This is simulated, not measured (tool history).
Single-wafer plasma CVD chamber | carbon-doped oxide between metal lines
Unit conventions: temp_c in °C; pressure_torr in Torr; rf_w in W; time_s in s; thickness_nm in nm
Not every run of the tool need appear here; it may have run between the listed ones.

run  hour  temp_c  pressure_torr  rf_w  time_s  thickness_nm
  1   0.0     360           5.02   655    23.3        134.82
  2   0.9     363           4.83   650    23.3        132.58
  3   4.9     363           5.54   650    23.3        134.87
  4   8.0     363           5.54   650    23.3        135.20
  5  11.2     365           5.32   645    23.3        133.27
  6  16.5     367           5.10   640    23.3        131.69
  7  21.2     368           4.90   635    23.3        129.66

Expected results for the next run?
  8  29.8     369           4.78   635    23.3             ?

thickness_nm: 129.00 nm

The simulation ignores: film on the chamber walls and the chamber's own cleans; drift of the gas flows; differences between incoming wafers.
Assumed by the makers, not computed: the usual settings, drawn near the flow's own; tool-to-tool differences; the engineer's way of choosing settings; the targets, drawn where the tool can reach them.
